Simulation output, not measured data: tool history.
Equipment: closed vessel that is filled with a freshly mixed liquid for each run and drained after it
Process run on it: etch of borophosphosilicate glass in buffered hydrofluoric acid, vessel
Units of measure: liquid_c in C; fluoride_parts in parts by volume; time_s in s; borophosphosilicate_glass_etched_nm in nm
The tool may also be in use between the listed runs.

run	hour	liquid_c	fluoride_parts	time_s	borophosphosilicate_glass_etched_nm
1	0.0	24.0	14.0	95	197.89
2	5.7	23.0	14.5	95	186.64
3	9.1	23.0	16.5	95	162.18
4	18.0	22.0	16.5	95	152.88
5	19.3	20.5	16.5	95	141.42
6	21.1	18.5	16.5	95	126.40

Expected results for the next run?
7	24.8	18.0	16.5	95	?

Run 7 gave borophosphosilicate_glass_etched_nm 125.58 nm.

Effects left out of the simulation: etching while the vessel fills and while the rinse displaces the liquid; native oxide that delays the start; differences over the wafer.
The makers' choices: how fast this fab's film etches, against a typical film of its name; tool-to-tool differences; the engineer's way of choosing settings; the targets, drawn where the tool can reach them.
